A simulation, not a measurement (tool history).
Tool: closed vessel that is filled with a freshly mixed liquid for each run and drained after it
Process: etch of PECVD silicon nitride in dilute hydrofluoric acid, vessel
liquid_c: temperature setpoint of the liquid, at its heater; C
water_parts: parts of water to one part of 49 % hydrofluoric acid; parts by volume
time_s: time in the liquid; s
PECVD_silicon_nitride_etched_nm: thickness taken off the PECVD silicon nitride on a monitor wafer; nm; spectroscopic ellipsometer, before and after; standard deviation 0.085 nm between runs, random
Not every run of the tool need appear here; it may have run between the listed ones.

run,hour,liquid_c,water_parts,time_s,PECVD_silicon_nitride_etched_nm
1,0,24,50,660,25.621
2,6.5,22,50,660,22.074
3,10.9,20.5,50,660,20.035
4,15,19.5,50,660,18.753
5,22.4,22,50,660,22.374
6,28.2,18.5,50,660,17.466
7,34.6,18,50,660,16.78

Run 8, settings as shown, results not yet in. Your forecast:
8,36.8,17.5,50,660,?

PECVD_silicon_nitride_etched_nm: 16.307 nm

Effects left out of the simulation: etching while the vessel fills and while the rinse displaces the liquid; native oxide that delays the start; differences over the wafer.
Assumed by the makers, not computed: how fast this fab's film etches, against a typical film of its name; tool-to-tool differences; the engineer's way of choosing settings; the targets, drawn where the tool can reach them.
